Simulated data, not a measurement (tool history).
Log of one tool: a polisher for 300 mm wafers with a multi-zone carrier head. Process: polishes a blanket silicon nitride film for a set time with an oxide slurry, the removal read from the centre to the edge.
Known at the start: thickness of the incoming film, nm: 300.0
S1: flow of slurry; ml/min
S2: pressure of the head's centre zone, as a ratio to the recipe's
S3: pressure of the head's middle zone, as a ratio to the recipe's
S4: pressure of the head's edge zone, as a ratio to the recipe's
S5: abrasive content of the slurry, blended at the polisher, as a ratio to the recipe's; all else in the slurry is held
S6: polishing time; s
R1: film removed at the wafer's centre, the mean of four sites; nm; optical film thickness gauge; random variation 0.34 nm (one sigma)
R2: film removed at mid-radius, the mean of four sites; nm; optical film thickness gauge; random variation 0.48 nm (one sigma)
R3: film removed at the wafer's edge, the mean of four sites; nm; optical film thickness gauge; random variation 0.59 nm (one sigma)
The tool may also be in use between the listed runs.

run	day	S1	S2	S3	S4	S5	S6	R1	R2	R3
1	0	290	1	1	1	1	75	70.42	71.591	69.799
2	0.033	290	1	1	1	1	58	53.637	54.402	54.274
3	0.208	285	1	0.98	0.98	0.95	58	52.336	53.581	53.873
4	0.562	285	1	0.98	1.06	0.95	58	52.671	53.666	54.885
5	0.708	285	0.94	0.98	1.06	0.95	58	49.257	52.705	54.886
6	0.871	290	0.96	0.97	1.04	0.9	58	49.473	51.96	52.772
7	1.212	290	0.96	0.97	1.04	0.9	58	49.504	51.049	52.158
8	1.467	300	0.96	0.96	1.02	0.85	58	49.705	50.56	51.164
9	1.558	295	0.96	0.95	1.01	0.8	58	48.997	49.441	51.733

Run 10 comes next. What will it give?
10	1.762	315	0.96	0.95	1	0.75	58	?	?	?

Run 10 gave R1 48.081 nm, R2 48.589 nm, R3 50.526 nm.

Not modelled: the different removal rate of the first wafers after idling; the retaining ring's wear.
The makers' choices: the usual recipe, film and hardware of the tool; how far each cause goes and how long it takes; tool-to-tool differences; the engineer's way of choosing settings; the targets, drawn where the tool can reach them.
